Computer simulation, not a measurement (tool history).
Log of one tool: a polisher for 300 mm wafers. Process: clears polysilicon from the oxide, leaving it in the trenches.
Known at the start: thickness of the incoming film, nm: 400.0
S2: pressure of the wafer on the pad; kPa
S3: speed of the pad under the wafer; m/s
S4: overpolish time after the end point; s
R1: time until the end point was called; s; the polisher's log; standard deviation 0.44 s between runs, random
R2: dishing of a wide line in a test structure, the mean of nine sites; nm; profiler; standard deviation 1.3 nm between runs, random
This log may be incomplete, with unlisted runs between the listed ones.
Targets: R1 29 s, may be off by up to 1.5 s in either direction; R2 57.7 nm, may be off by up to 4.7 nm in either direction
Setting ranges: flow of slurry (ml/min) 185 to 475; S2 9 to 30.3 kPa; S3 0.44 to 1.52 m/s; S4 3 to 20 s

{"run": 1, "hour": 0.0, "flow of slurry (ml/min)": 305, "S2": 19.3, "S3": 0.98, "S4": 10, "R1": 35.312, "R2": 50.908}
{"run": 2, "hour": 5.6, "flow of slurry (ml/min)": 305, "S2": 20, "S3": 0.98, "S4": 10, "R1": 34.739, "R2": 50.818}
{"run": 3, "hour": 7.1, "flow of slurry (ml/min)": 305, "S2": 15.9, "S3": 0.98, "S4": 10, "R1": 42.612, "R2": 46.032}
{"run": 4, "hour": 15.3, "flow of slurry (ml/min)": 305, "S2": 17.2, "S3": 0.98, "S4": 10, "R1": 38.999, "R2": 47.37}
{"run": 5, "hour": 17.7, "flow of slurry (ml/min)": 305, "S2": 18.6, "S3": 0.98, "S4": 10, "R1": 37.823, "R2": 49.549}
{"run": 6, "hour": 23.6, "flow of slurry (ml/min)": 305, "S2": 18.6, "S3": 0.98, "S4": 12, "R1": 36.422, "R2": 52.903}
{"run": 7, "hour": 29.6, "flow of slurry (ml/min)": 305, "S2": 19.3, "S3": 0.98, "S4": 12, "R1": 34.618, "R2": 54.015}
{"run": 8, "hour": 38.3, "flow of slurry (ml/min)": 305, "S2": 20, "S3": 0.98, "S4": 12, "R1": 33.975, "R2": 51.948}
{"run": 9, "hour": 44.6, "flow of slurry (ml/min)": 305, "S2": 20.7, "S3": 0.98, "S4": 13, "R1": 33.174, "R2": 57.026}
{"run": 10, "hour": 46.7, "flow of slurry (ml/min)": 305, "S2": 21.4, "S3": 0.98, "S4": 13, "R1": 32.617, "R2": 56.805}
{"run": 11, "hour": 54.8, "flow of slurry (ml/min)": 305, "S2": 22.1, "S3": 0.98, "S4": 13, "R1": 30.979, "R2": 56.885}
{"run": 12, "hour": 62.6, "flow of slurry (ml/min)": 305, "S2": 22.1, "S3": 0.98, "S4": 13, "R1": 30.796, "R2": 57.064}

Next run, 5 choices. One meets every target within its allowed miss, the rest don't. Which?
{"run": "A", "hour": 70.4, "flow of slurry (ml/min)": 335, "S2": 17.2, "S3": 1.36, "S4": 6, "R1": "?", "R2": "?"}
{"run": "B", "hour": 70.4, "flow of slurry (ml/min)": 310, "S2": 24.1, "S3": 1.06, "S4": 8, "R1": "?", "R2": "?"}
{"run": "C", "hour": 70.4, "flow of slurry (ml/min)": 355, "S2": 24.1, "S3": 1.1, "S4": 11, "R1": "?", "R2": "?"}
{"run": "D", "hour": 70.4, "flow of slurry (ml/min)": 295, "S2": 29, "S3": 0.92, "S4": 11, "R1": "?", "R2": "?"}
{"run": "E", "hour": 70.4, "flow of slurry (ml/min)": 195, "S2": 22.1, "S3": 1.1, "S4": 20, "R1": "?", "R2": "?"}

move=A R1=29.318 R2=45.866
move=B R1=27.087 R2=52.697
move=C R1=25.919 R2=57.31
move=D R1=26.082 R2=57.251
move=E R1=29.396 R2=59.957
A: the furthest-off result lands on target, but another misses its tolerance
B: carries the result that was furthest off beyond its target, to the other side
C: carries the result that was furthest off beyond its target, to the other side
D: carries the result that was furthest off beyond its target, to the other side
E: every result lands within tolerance
E is the move that brings every result within its allowed miss.
